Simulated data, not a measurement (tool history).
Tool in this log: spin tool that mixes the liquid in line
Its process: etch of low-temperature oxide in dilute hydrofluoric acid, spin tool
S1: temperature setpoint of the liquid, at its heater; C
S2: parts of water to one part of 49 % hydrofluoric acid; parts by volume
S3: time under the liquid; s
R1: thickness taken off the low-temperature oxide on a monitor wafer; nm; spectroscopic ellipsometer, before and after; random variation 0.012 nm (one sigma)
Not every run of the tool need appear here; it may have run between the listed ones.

Run 1, hour 0.0: S1 21.0 C, S2 300 parts by volume, S3 55 s. Result: R1 4.2371 nm.
Run 2, hour 5.2: S1 23.5 C, S2 300 parts by volume, S3 55 s. Result: R1 4.6226 nm.
Run 3, hour 12.4: S1 23.5 C, S2 405 parts by volume, S3 55 s. Result: R1 3.0993 nm.
Run 4, hour 15.9: S1 24.5 C, S2 405 parts by volume, S3 55 s. Result: R1 3.1929 nm.
Run 5, hour 16.6: S1 24.5 C, S2 405 parts by volume, S3 55 s. Result: R1 3.2084 nm.
Run 6, hour 18.8: S1 24.5 C, S2 405 parts by volume, S3 55 s. Result: R1 3.1909 nm.
Run 7, hour 21.5: S1 25.5 C, S2 405 parts by volume, S3 55 s. Result: R1 3.3067 nm.
Run 8, hour 28.8: S1 26.0 C, S2 405 parts by volume, S3 55 s. Result: R1 3.3518 nm.
At hour 36.8: thermometer replaced.
Run 9, hour 36.8: S1 26.5 C, S2 405 parts by volume, S3 55 s. Result: R1 3.2292 nm.

Forecast run 10:
Run 10, hour 42.4: S1 27.0 C, S2 395 parts by volume, S3 55 s. Result: R1 ?.

{"run 10": {"R1": 3.3856}}

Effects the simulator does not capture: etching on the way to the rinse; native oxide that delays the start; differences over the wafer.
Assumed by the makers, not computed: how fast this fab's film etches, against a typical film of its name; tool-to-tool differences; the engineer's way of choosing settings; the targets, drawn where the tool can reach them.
